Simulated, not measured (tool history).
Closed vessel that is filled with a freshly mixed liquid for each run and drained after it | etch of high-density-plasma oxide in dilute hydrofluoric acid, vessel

run    day  temperature setpoint of the liquid (K)  parts of water to one part of 49 % hydrofluoric acid (parts by volume)  time in the liquid (s)  thickness taken off the high-density-plasma oxide on a monitor wafer (nm)
  1      0                                  294.15                                                                      50                     595                                                                     82.783
  2  0.025                                  294.15                                                                      50                     635                                                                     88.679
  3  0.329                                  294.15                                                                      50                     595                                                                     83.147
  4  0.529                                  295.65                                                                      45                     595                                                                       98.8
  5  0.779                                  292.15                                                                      45                     595                                                                     85.241
  6   1.15                                  292.15                                                                      45                     635                                                                     91.328

Forecast run 7:
  7  1.454                                  293.65                                                                      40                     635                                                                          ?

Run 7 gave thickness taken off the high-density-plasma oxide on a monitor wafer (nm) 109.06.

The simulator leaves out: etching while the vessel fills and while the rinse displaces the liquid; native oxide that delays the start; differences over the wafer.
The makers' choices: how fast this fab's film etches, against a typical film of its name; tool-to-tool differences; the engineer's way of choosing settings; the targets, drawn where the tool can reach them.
